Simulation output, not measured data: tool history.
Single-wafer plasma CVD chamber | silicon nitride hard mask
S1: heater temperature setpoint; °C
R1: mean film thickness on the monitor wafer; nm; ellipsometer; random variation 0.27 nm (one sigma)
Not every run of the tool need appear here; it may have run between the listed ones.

{"run": 1, "hour": 0.0, "S1": 405, "chamber pressure (mTorr)": 1430, "RF power (W)": 290, "deposition time (s)": 61.3, "R1": 65.557}
{"run": 2, "hour": 3.0, "S1": 405, "chamber pressure (mTorr)": 1430, "RF power (W)": 290, "deposition time (s)": 63.1, "R1": 68.255}
{"run": 3, "hour": 4.4, "S1": 405, "chamber pressure (mTorr)": 1430, "RF power (W)": 290, "deposition time (s)": 63.1, "R1": 68.344}
{"run": 4, "hour": 10.9, "S1": 405, "chamber pressure (mTorr)": 1370, "RF power (W)": 280, "deposition time (s)": 62.9, "R1": 65.435}
{"run": 5, "hour": 15.2, "S1": 405, "chamber pressure (mTorr)": 1320, "RF power (W)": 270, "deposition time (s)": 62.7, "R1": 61.934}
{"run": 6, "hour": 23.0, "S1": 405, "chamber pressure (mTorr)": 1170, "RF power (W)": 270, "deposition time (s)": 62.7, "R1": 59.338}
{"run": 7, "hour": 31.6, "S1": 405, "chamber pressure (mTorr)": 1140, "RF power (W)": 265, "deposition time (s)": 62.6, "R1": 57.778}
{"run": 8, "hour": 36.8, "S1": 405, "chamber pressure (mTorr)": 1110, "RF power (W)": 260, "deposition time (s)": 62.6, "R1": 56.064}
{"run": 9, "hour": 42.1, "S1": 405, "chamber pressure (mTorr)": 1090, "RF power (W)": 255, "deposition time (s)": 62.6, "R1": 55.168}
{"run": 10, "hour": 48.2, "S1": 405, "chamber pressure (mTorr)": 1070, "RF power (W)": 250, "deposition time (s)": 62.6, "R1": 53.139}
{"run": 11, "hour": 53.0, "S1": 405, "chamber pressure (mTorr)": 860, "RF power (W)": 220, "deposition time (s)": 62.3, "R1": 42.556}
{"run": 12, "hour": 60.0, "S1": 405, "chamber pressure (mTorr)": 890, "RF power (W)": 220, "deposition time (s)": 62.3, "R1": 42.966}
{"run": 13, "hour": 68.1, "S1": 405, "chamber pressure (mTorr)": 920, "RF power (W)": 220, "deposition time (s)": 62.3, "R1": 43.783}
{"run": 14, "hour": 74.4, "S1": 405, "chamber pressure (mTorr)": 940, "RF power (W)": 220, "deposition time (s)": 62.3, "R1": 44.412}
{"run": 15, "hour": 76.7, "S1": 405, "chamber pressure (mTorr)": 950, "RF power (W)": 220, "deposition time (s)": 62.3, "R1": 44.349}
{"run": 16, "hour": 77.9, "S1": 405, "chamber pressure (mTorr)": 950, "RF power (W)": 220, "deposition time (s)": 62.3, "R1": 44.71}
{"run": 17, "hour": 86.6, "S1": 405, "chamber pressure (mTorr)": 960, "RF power (W)": 220, "deposition time (s)": 62.3, "R1": 44.274}
{"run": 18, "hour": 93.5, "S1": 405, "chamber pressure (mTorr)": 980, "RF power (W)": 220, "deposition time (s)": 62.3, "R1": 44.388}

Run 19 comes next. What will it give?
{"run": 19, "hour": 94.3, "S1": 405, "chamber pressure (mTorr)": 1000, "RF power (W)": 220, "deposition time (s)": 62.3, "R1": "?"}

{"run 19": {"R1": 44.826}}
